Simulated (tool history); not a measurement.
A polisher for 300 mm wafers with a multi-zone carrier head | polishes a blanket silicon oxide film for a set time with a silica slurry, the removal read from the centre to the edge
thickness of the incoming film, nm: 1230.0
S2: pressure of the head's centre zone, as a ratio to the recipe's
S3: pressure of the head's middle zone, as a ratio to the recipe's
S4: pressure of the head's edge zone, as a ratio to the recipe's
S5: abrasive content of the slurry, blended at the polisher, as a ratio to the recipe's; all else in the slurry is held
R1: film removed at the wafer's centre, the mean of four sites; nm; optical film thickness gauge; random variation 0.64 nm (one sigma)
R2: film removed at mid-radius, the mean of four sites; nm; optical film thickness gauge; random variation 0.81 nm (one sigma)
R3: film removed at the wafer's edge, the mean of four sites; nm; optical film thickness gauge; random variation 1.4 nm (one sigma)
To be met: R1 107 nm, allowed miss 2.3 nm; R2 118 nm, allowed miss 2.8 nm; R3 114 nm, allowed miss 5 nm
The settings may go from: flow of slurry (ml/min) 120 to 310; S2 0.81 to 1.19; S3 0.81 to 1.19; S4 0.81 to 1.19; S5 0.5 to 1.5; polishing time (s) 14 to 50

{"run": 1, "hour": 0.0, "flow of slurry (ml/min)": 200, "S2": 1, "S3": 1, "S4": 1, "S5": 1, "polishing time (s)": 32, "R1": 126.73, "R2": 127.04, "R3": 127.6}
{"run": 2, "hour": 5.0, "flow of slurry (ml/min)": 200, "S2": 1, "S3": 1, "S4": 1, "S5": 1, "polishing time (s)": 40, "R1": 161.3, "R2": 157.14, "R3": 159.94}
{"run": 3, "hour": 11.9, "flow of slurry (ml/min)": 190, "S2": 0.96, "S3": 0.99, "S4": 0.95, "S5": 0.85, "polishing time (s)": 40, "R1": 144.86, "R2": 144.59, "R3": 142.01}
{"run": 4, "hour": 15.4, "flow of slurry (ml/min)": 190, "S2": 0.96, "S3": 0.94, "S4": 0.95, "S5": 0.85, "polishing time (s)": 40, "R1": 145.65, "R2": 138.48, "R3": 140.39}
{"run": 5, "hour": 18.6, "flow of slurry (ml/min)": 190, "S2": 0.96, "S3": 0.94, "S4": 0.95, "S5": 1, "polishing time (s)": 40, "R1": 152.77, "R2": 149.17, "R3": 155.34}
{"run": 6, "hour": 20.2, "flow of slurry (ml/min)": 190, "S2": 0.89, "S3": 0.94, "S4": 0.95, "S5": 1, "polishing time (s)": 40, "R1": 141.64, "R2": 146.27, "R3": 150.37}
{"run": 7, "hour": 28.0, "flow of slurry (ml/min)": 175, "S2": 0.87, "S3": 0.94, "S4": 0.94, "S5": 0.9, "polishing time (s)": 40, "R1": 130.31, "R2": 140.19, "R3": 143.6}
{"run": 8, "hour": 35.6, "flow of slurry (ml/min)": 170, "S2": 0.85, "S3": 0.93, "S4": 0.91, "S5": 0.8, "polishing time (s)": 40, "R1": 121, "R2": 131.85, "R3": 134.28}
{"run": 9, "hour": 42.3, "flow of slurry (ml/min)": 170, "S2": 0.85, "S3": 0.93, "S4": 0.91, "S5": 0.8, "polishing time (s)": 40, "R1": 121.52, "R2": 132.53, "R3": 131.08}
{"run": 10, "hour": 47.5, "flow of slurry (ml/min)": 140, "S2": 0.82, "S3": 0.9, "S4": 0.81, "S5": 0.6, "polishing time (s)": 40, "R1": 99.142, "R2": 110.67, "R3": 109.29}
{"run": 11, "hour": 55.3, "flow of slurry (ml/min)": 155, "S2": 0.82, "S3": 0.9, "S4": 0.81, "S5": 0.6, "polishing time (s)": 40, "R1": 101.75, "R2": 113.53, "R3": 111.2}
{"run": 12, "hour": 60.2, "flow of slurry (ml/min)": 165, "S2": 0.82, "S3": 0.9, "S4": 0.81, "S5": 0.6, "polishing time (s)": 40, "R1": 102.72, "R2": 113.42, "R3": 112.51}

5 next moves are on the table. One of them brings every result within its allowed miss. Which?
{"run": "A", "hour": 65.1, "flow of slurry (ml/min)": 185, "S2": 0.85, "S3": 0.87, "S4": 0.83, "S5": 0.6, "polishing time (s)": 39, "R1": "?", "R2": "?", "R3": "?"}
{"run": "B", "hour": 65.1, "flow of slurry (ml/min)": 150, "S2": 0.9, "S3": 0.86, "S4": 0.83, "S5": 0.6, "polishing time (s)": 40, "R1": "?", "R2": "?", "R3": "?"}
{"run": "C", "hour": 65.1, "flow of slurry (ml/min)": 205, "S2": 0.87, "S3": 0.97, "S4": 0.81, "S5": 0.65, "polishing time (s)": 38, "R1": "?", "R2": "?", "R3": "?"}
{"run": "D", "hour": 65.1, "flow of slurry (ml/min)": 180, "S2": 0.91, "S3": 1.12, "S4": 0.81, "S5": 0.6, "polishing time (s)": 35, "R1": "?", "R2": "?", "R3": "?"}
{"run": "E", "hour": 65.1, "flow of slurry (ml/min)": 190, "S2": 0.84, "S3": 0.93, "S4": 0.81, "S5": 0.55, "polishing time (s)": 41, "R1": "?", "R2": "?", "R3": "?"}

move=A R1=108.13 R2=110.2 R3=113.11
move=B R1=112.15 R2=107.42 R3=112.63
move=C R1=113.69 R2=123.57 R3=113.97
move=D R1=103.58 R2=121.72 R3=99.746
move=E R1=108.92 R2=118.62 R3=113.73
A: brings the result that was furthest off to its target, and leaves another outside
B: takes the result that was furthest off past its target
C: takes the result that was furthest off past its target
D: further off than the last run
E: meets every target
Move E is the one to make.
